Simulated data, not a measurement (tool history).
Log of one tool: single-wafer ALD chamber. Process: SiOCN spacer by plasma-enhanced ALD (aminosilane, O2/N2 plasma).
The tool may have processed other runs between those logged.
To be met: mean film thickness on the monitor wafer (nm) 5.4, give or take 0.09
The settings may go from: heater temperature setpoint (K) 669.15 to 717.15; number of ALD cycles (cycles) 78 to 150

run  hour  heater temperature setpoint (K)  number of ALD cycles (cycles)  mean film thickness on the monitor wafer (nm)
  1     0                           693.15                            114                                         6.4622
  2   5.8                           698.15                            109                                         6.0873
  3  13.5                           698.15                            125                                         6.9942
  4  15.7                           702.15                            117                                         6.3961
  5  17.2                           712.15                            117                                         6.2187
  6  24.1                           713.15                            112                                         5.9091
     25.6  -- thermocouple changed; heater temperature recalibrated
  7  25.6                           714.15                            109                                         5.8343
  8  29.6                           716.15                             97                                         5.1388

Which single option among these 5 for the next run brings every result within its allowed miss of target? Just one does.
  A  33.6                           717.15                             90                                              ?
  B  33.6                           717.15                             99                                              ?
  C  33.6                           714.15                             98                                              ?
  D  33.6                           708.15                             91                                              ?
  E  33.6                           715.15                            102                                              ?

move  mean film thickness on the monitor wafer (nm)
   A                                         4.7253
   B                                         5.1979
   C                                         5.2012
   D                                         4.9333
   E                                         5.3941
A: lands further from the targets than the last run did
B: gains on the last run, yet a result remains outside its allowed miss
C: gains on the last run, yet a result remains outside its allowed miss
D: lands further from the targets than the last run did
E: hits every target within its allowed miss
E meets every target.

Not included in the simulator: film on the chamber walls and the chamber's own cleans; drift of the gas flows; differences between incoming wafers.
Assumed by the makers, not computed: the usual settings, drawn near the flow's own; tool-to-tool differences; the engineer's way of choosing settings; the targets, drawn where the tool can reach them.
